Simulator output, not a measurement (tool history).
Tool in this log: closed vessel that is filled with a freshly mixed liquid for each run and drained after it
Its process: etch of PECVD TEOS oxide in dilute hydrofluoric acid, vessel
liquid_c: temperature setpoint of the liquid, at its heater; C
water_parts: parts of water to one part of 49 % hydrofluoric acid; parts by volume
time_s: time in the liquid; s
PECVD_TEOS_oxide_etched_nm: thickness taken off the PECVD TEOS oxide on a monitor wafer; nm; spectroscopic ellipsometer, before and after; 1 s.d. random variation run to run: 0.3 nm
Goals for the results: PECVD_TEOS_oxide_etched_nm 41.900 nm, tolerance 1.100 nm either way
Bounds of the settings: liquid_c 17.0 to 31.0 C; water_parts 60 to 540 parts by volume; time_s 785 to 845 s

run	hour	liquid_c	water_parts	time_s	PECVD_TEOS_oxide_etched_nm
1	0.0	23.0	300	785	35.792
2	6.4	24.0	300	785	37.204
3	9.9	24.0	300	845	39.879
4	18.2	21.0	300	845	35.920
5	23.5	18.0	300	845	32.085
6	29.8	18.0	300	785	29.910
7	38.4	19.5	300	785	31.409
8	47.5	23.5	290	785	38.203
9	52.3	24.0	290	785	38.756

Pick the move, out of 4, that brings all results within their allowed miss; only one does.
A	57.1	18.5	230	840	?
B	57.1	23.0	315	785	?
C	57.1	24.5	285	785	?
D	57.1	24.5	275	785	?

move	PECVD_TEOS_oxide_etched_nm
A	45.235
B	33.647
C	40.338
D	42.226
A: moves the result that the last run missed by most past its target, out the other side
B: moves away from the targets compared with the last run
C: better than the last run, though not everything is in spec
D: meets every target
D meets every target.
